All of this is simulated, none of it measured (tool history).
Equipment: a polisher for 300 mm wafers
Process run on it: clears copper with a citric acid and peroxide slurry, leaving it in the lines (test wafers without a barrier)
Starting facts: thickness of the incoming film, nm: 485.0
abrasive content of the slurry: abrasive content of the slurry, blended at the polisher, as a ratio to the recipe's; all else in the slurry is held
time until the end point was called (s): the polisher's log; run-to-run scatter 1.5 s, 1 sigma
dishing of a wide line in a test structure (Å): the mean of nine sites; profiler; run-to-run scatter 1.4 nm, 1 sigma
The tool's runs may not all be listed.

run  hour  flow of slurry (ml/min)  pressure of the wafer on the pad (kPa)  speed of the pad under the wafer (cm/s)  abrasive content of the slurry  overpolish time after the end point (s)  time until the end point was called (s)  dishing of a wide line in a test structure (Å)
  1     0                      205                                    26.9                                       98                               1                                       16                                   157.16                                          353.42
  2   3.4                      160                                    26.9                                       98                               1                                       16                                   163.54                                          349.05
  3   8.2                      160                                    27.6                                       98                               1                                       18                                   155.57                                          379.08
  4  14.5                      160                                    27.6                                       98                               1                                       15                                    160.2                                          329.22
  5  20.6                      160                                    21.4                                       98                               1                                       15                                   185.19                                          269.02
  6  26.4                      160                                    27.6                                       98                               1                                       15                                   155.95                                             333
  7  34.9                      160                                    27.6                                       98                               1                                       15                                   157.69                                          336.02
  8  36.7                      160                                      29                                       98                               1                                       17                                   152.78                                          381.11

What will run 9 give?
  9  45.6                      160                                    29.6                                       98                               1                                       19                                        ?                                               ?

Run 9 gave time until the end point was called (s) 146.97, dishing of a wide line in a test structure (Å) 423.8.
